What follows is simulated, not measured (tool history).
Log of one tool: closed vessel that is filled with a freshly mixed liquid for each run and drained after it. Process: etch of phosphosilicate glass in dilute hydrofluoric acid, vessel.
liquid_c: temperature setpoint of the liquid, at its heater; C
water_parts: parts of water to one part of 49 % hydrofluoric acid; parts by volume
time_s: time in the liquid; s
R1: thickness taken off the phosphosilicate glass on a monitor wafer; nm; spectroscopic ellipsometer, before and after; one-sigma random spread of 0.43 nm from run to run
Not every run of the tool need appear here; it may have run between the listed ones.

run 1 hour=0.0 | liquid_c=23.0 water_parts=75 time_s=30 | R1=35.533
run 2 hour=3.6 | liquid_c=23.0 water_parts=75 time_s=30 | R1=35.627
run 3 hour=8.1 | liquid_c=23.0 water_parts=75 time_s=30 | R1=35.439
run 4 hour=17.0 | liquid_c=24.5 water_parts=75 time_s=30 | R1=38.418
run 5 hour=19.4 | liquid_c=25.5 water_parts=75 time_s=30 | R1=39.038
run 6 hour=26.5 | liquid_c=25.5 water_parts=75 time_s=30 | R1=39.539

What does the tool deliver on the next run?
run 7 hour=33.9 | liquid_c=26.5 water_parts=75 time_s=30 | R1=?

{"run 7": {"R1": 40.327}}
